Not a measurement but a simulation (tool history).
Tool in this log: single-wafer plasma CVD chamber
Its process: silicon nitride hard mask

run,hour,heater temperature setpoint (deg C),chamber pressure (Torr),RF power (kW),deposition time (s),mean film thickness on the monitor wafer (nm)
1,0,395,1.1,0.345,15.9,18.711
2,6.4,395,1.1,0.38,15.9,20.05
3,14.8,395,1.1,0.36,15.9,19.409
4,20.7,395,0.91,0.36,15.9,17.645
5,26,395,0.91,0.34,15.9,16.873
6,28.2,395,1.01,0.34,15.9,17.853
7,34,395,1.11,0.345,15.9,18.683
8,34.6,395,1.2,0.35,15.9,19.542
9,40.4,395,1.26,0.355,15.9,20.021

Run 10 comes next. What will it give?
10,43,395,1.31,0.36,15.9,?

mean film thickness on the monitor wafer (nm): 20.627

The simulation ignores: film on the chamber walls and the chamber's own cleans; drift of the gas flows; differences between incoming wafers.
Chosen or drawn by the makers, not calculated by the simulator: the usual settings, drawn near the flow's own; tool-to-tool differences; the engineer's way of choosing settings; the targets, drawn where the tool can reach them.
